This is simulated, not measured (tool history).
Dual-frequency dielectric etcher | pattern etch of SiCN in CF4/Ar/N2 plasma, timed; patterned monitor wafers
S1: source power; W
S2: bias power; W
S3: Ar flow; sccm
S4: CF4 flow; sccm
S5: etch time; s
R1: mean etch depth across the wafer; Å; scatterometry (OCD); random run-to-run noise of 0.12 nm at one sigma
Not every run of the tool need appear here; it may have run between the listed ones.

Run 1, day 0: S1 510 W, S2 60 W, S3 119 sccm, S4 79 sccm, S5 40 s. Result: R1 353.89 Å.
Run 2, day 0.371: S1 480 W, S2 60 W, S3 119 sccm, S4 79 sccm, S5 40 s. Result: R1 331.18 Å.
Run 3, day 0.438: S1 570 W, S2 60 W, S3 119 sccm, S4 79 sccm, S5 40 s. Result: R1 389 Å.
Run 4, day 0.621: S1 640 W, S2 60 W, S3 119 sccm, S4 79 sccm, S5 40 s. Result: R1 432.91 Å.
Run 5, day 0.808: S1 590 W, S2 59 W, S3 119 sccm, S4 79 sccm, S5 40 s. Result: R1 397.5 Å.
Run 6, day 0.833: S1 590 W, S2 59 W, S3 105 sccm, S4 79 sccm, S5 40 s. Result: R1 403.27 Å.
Run 7, day 1.121: S1 540 W, S2 58 W, S3 105 sccm, S4 79 sccm, S5 40 s. Result: R1 367.49 Å.
Run 8, day 1.204: S1 500 W, S2 58 W, S3 105 sccm, S4 79 sccm, S5 40 s. Result: R1 344.83 Å.
Run 9, day 1.479: S1 470 W, S2 58 W, S3 105 sccm, S4 79 sccm, S5 40 s. Result: R1 326.05 Å.
Run 10, day 1.529: S1 450 W, S2 58 W, S3 105 sccm, S4 79 sccm, S5 40 s. Result: R1 312.25 Å.

Run 11 comes next. What will it give?
Run 11, day 1.892: S1 430 W, S2 58 W, S3 105 sccm, S4 79 sccm, S5 40 s. Result: R1 ?.

Run 11 gave R1 302.05 Å.

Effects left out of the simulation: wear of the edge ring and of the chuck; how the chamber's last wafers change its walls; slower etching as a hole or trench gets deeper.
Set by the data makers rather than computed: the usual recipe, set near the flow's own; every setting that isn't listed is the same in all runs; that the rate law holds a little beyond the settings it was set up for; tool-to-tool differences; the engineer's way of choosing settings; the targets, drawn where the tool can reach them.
